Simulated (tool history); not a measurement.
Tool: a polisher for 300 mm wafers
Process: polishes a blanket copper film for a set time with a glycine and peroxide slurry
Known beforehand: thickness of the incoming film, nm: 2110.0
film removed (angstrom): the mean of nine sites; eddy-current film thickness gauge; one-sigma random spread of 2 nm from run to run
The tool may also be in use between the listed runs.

run,hour,flow of slurry (ml/min),pressure of the wafer on the pad (kPa),speed of the pad under the wafer (cm/s),polishing time (s),film removed (angstrom)
1,0.0,245,14.5,96,57,2285.4
2,7.1,245,14.5,120,57,2764.2
3,11.1,245,13.1,120,57,2510.9
4,16.5,245,11.7,120,57,2301.2
5,20.7,245,11.7,134,57,2517.6
6,23.6,245,11.7,148,57,2702.9

Run 7 is up next; what results do you expect?
7,31.9,245,10.3,148,57,?

{"run 7": {"film removed (angstrom)": 2459.0}}

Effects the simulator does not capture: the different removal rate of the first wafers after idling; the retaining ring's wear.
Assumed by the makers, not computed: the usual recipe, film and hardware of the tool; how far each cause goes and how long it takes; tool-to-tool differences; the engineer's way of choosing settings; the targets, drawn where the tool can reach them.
